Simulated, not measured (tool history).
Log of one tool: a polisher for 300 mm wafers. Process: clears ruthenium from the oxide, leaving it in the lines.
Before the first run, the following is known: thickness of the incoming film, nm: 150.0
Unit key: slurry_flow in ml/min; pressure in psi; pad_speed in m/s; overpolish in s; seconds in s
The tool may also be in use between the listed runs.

run	hour	slurry_flow	pressure	pad_speed	overpolish	seconds
1	0.0	285	2.1	1.18	7	115.370
2	5.1	285	2.1	1.34	7	98.404
3	9.6	285	2.0	1.32	7	101.110
4	14.3	285	1.9	1.28	7	109.650
5	23.0	285	1.8	1.24	7	124.840
6	31.2	355	1.8	1.24	7	121.310
7	32.9	355	1.7	1.22	7	126.910
8	34.7	355	1.7	1.22	7	133.360

What does the tool deliver on the next run?
9	40.0	355	1.6	1.22	7	?

seconds: 137.870 s
